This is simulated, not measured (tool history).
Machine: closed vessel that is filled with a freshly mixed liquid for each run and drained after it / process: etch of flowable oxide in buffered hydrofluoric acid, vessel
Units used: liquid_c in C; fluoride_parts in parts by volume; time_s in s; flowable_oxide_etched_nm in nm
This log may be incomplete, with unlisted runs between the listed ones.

| run | day | liquid_c | fluoride_parts | time_s | flowable_oxide_etched_nm |
|---|---|---|---|---|---|
| 1 | 0 | 23 | 24 | 30 | 43.751 |
| 2 | 0.342 | 25 | 22.5 | 30 | 51.233 |
| 3 | 0.404 | 28 | 22.5 | 30 | 59.191 |
| 4 | 0.7 | 29 | 21.5 | 30 | 64.627 |
| 5 | 0.988 | 30.5 | 21.5 | 30 | 70.37 |
| 6 | 1.35 | 30.5 | 21 | 30 | 71.522 |

The next listed run, before its measurement:
| 7 | 1.383 | 30.5 | 20.5 | 30 | ? |

{"run 7": {"flowable_oxide_etched_nm": 72.143}}
